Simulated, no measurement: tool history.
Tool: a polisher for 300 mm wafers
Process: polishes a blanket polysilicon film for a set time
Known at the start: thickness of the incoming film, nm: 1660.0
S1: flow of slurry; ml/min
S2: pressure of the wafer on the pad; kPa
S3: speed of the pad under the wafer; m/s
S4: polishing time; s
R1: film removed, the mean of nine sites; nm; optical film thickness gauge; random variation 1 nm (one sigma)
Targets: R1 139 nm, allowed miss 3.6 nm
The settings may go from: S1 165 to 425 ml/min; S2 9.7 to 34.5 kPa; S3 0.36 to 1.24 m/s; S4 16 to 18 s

run  hour   S1    S2   S3  S4      R1
  1     0  275  22.1  0.8  18  117.05
  2   8.9  320  22.1  0.8  18  118.09
  3  14.1  320  22.8  0.8  18  119.47
  4  21.6  255  22.8  0.8  18  118.36
  5  28.2  255  22.8    1  18  146.72
  6  36.3  255  17.2    1  18  121.78
  7  42.8  255  17.9    1  18  124.34
  8  51.1  255  18.6    1  18  128.46

Which of these 5 next moves meets every target?
  A  59.4  290  17.2  0.96  18   ?
  B  59.4  220  17.2  1.02  18   ?
  C  59.4  240  24.1  0.96  18   ?
  D  59.4  240  19.3  1.14  16   ?
  E  59.4  215  18.6  1.16  17   ?

move      R1
   A  119.14
   B  123.36
   C  146.47
   D  132.47
   E   138.4
A: further off than the last run
B: further off than the last run
C: takes the result that was furthest off past its target
D: nearer than the last run, and not there yet
E: meets every target
Answer: E
